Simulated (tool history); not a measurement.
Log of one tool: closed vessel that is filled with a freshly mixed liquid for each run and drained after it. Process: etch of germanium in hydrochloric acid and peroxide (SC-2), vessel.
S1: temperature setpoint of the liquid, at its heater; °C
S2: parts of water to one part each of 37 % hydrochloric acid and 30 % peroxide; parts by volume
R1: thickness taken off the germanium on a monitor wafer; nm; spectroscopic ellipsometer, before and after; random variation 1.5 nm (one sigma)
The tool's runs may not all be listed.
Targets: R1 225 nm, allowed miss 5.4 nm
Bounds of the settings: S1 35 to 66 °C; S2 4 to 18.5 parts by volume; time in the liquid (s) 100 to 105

{"run": 1, "day": 0.0, "S1": 50, "S2": 10.5, "time in the liquid (s)": 100, "R1": 193.24}
{"run": 2, "day": 0.258, "S1": 50, "S2": 10.5, "time in the liquid (s)": 100, "R1": 196.18}
{"run": 3, "day": 0.629, "S1": 51, "S2": 10.5, "time in the liquid (s)": 100, "R1": 197.45}
{"run": 4, "day": 0.942, "S1": 51, "S2": 10.5, "time in the liquid (s)": 100, "R1": 199.15}
{"run": 5, "day": 1.212, "S1": 51, "S2": 10.5, "time in the liquid (s)": 100, "R1": 200.91}
{"run": 6, "day": 1.321, "S1": 47, "S2": 10.5, "time in the liquid (s)": 100, "R1": 173.5}
{"run": 7, "day": 1.504, "S1": 48.5, "S2": 10.5, "time in the liquid (s)": 100, "R1": 185.96}
{"run": 8, "day": 1.675, "S1": 50, "S2": 10.5, "time in the liquid (s)": 100, "R1": 192.2}
{"run": 9, "day": 1.746, "S1": 56.5, "S2": 10, "time in the liquid (s)": 100, "R1": 236.77}
{"run": 10, "day": 1.783, "S1": 56, "S2": 10, "time in the liquid (s)": 100, "R1": 234.19}

4 next moves are on the table. One of them brings every result within its allowed miss. Which?
{"run": "A", "day": 1.821, "S1": 55.5, "S2": 11.5, "time in the liquid (s)": 105, "R1": "?"}
{"run": "B", "day": 1.821, "S1": 56.5, "S2": 10, "time in the liquid (s)": 100, "R1": "?"}
{"run": "C", "day": 1.821, "S1": 56.5, "S2": 8.5, "time in the liquid (s)": 100, "R1": "?"}
{"run": "D", "day": 1.821, "S1": 52.5, "S2": 8, "time in the liquid (s)": 105, "R1": "?"}

move=A R1=239.05
move=B R1=238.33
move=C R1=241.96
move=D R1=225.7
A: further off than the last run
B: further off than the last run
C: further off than the last run
D: meets every target
Answer: D
